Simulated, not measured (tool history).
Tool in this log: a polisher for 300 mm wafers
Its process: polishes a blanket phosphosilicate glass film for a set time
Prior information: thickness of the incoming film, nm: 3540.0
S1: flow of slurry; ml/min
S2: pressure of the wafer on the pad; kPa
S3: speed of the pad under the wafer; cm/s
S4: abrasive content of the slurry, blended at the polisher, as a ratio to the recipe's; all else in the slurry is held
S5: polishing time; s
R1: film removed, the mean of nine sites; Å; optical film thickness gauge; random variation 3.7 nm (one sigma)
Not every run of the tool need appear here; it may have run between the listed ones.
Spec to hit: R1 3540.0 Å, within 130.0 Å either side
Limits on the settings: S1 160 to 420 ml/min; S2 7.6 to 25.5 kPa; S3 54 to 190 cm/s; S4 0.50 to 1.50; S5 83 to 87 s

{"run": 1, "day": 0.0, "S1": 270, "S2": 16.5, "S3": 122, "S4": 1.0, "S5": 83, "R1": 6348.4}
{"run": 2, "day": 0.162, "S1": 270, "S2": 15.2, "S3": 120, "S4": 1.0, "S5": 83, "R1": 5892.1}
{"run": 3, "day": 0.3, "S1": 270, "S2": 13.8, "S3": 116, "S4": 1.0, "S5": 83, "R1": 5415.9}
{"run": 4, "day": 0.404, "S1": 270, "S2": 16.5, "S3": 116, "S4": 1.0, "S5": 83, "R1": 5989.5}
{"run": 5, "day": 0.692, "S1": 270, "S2": 16.5, "S3": 116, "S4": 0.85, "S5": 83, "R1": 5706.4}
{"run": 6, "day": 0.729, "S1": 270, "S2": 16.5, "S3": 116, "S4": 0.65, "S5": 83, "R1": 4938.4}
{"run": 7, "day": 1.021, "S1": 270, "S2": 16.5, "S3": 116, "S4": 0.65, "S5": 83, "R1": 4982.3}
{"run": 8, "day": 1.383, "S1": 270, "S2": 15.2, "S3": 116, "S4": 0.65, "S5": 83, "R1": 4600.3}
{"run": 9, "day": 1.662, "S1": 270, "S2": 14.5, "S3": 116, "S4": 0.65, "S5": 83, "R1": 4512.0}
{"run": 10, "day": 2.012, "S1": 270, "S2": 13.8, "S3": 116, "S4": 0.65, "S5": 83, "R1": 4353.1}
{"run": 11, "day": 2.196, "S1": 270, "S2": 13.1, "S3": 116, "S4": 0.65, "S5": 83, "R1": 4350.1}
{"run": 12, "day": 2.242, "S1": 270, "S2": 9.0, "S3": 112, "S4": 0.65, "S5": 83, "R1": 3340.0}

Which of these 4 next moves meets every target?
{"run": "A", "day": 2.288, "S1": 260, "S2": 7.6, "S3": 110, "S4": 0.65, "S5": 87, "R1": "?"}
{"run": "B", "day": 2.288, "S1": 305, "S2": 10.3, "S3": 58, "S4": 0.9, "S5": 83, "R1": "?"}
{"run": "C", "day": 2.288, "S1": 270, "S2": 10.3, "S3": 102, "S4": 0.65, "S5": 85, "R1": "?"}
{"run": "D", "day": 2.288, "S1": 320, "S2": 9.7, "S3": 100, "S4": 0.6, "S5": 85, "R1": "?"}

move=A R1=3116.6
move=B R1=3197.6
move=C R1=3480.6
move=D R1=3220.0
A: misses by more than the last run did
B: misses by more than the last run did
C: every result within its allowed miss
D: misses by more than the last run did
The move that meets every target is C.
